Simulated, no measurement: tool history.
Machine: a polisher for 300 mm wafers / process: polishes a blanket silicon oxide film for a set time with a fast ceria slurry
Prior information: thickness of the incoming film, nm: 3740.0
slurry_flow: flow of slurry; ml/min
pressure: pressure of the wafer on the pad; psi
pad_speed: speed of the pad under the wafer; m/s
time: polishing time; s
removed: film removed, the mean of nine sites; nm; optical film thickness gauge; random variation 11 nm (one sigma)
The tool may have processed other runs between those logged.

| run | hour | slurry_flow | pressure | pad_speed | time | removed |
|---|---|---|---|---|---|---|
| 1 | 0 | 160 | 3.2 | 1.06 | 45 | 945.25 |
| 2 | 3.5 | 160 | 3.2 | 0.96 | 45 | 851.86 |
| 3 | 7.9 | 160 | 3.2 | 0.96 | 45 | 845.02 |
| 4 | 13.1 | 160 | 3.2 | 0.96 | 45 | 866.59 |
| 5 | 14.4 | 160 | 2.5 | 0.96 | 45 | 683.77 |
| 6 | 18.2 | 160 | 2.5 | 1.12 | 45 | 795.35 |
| 7 | 21.4 | 160 | 2.5 | 1.12 | 45 | 792.22 |
| 8 | 23.1 | 170 | 3 | 1.12 | 45 | 945.42 |
| 9 | 29.5 | 180 | 3.3 | 1.12 | 45 | 1028 |

Run 10 is up next; what results do you expect?
| 10 | 34.6 | 180 | 3.6 | 1.12 | 45 | ? |

Run 10 came out at removed 1108.7 nm.
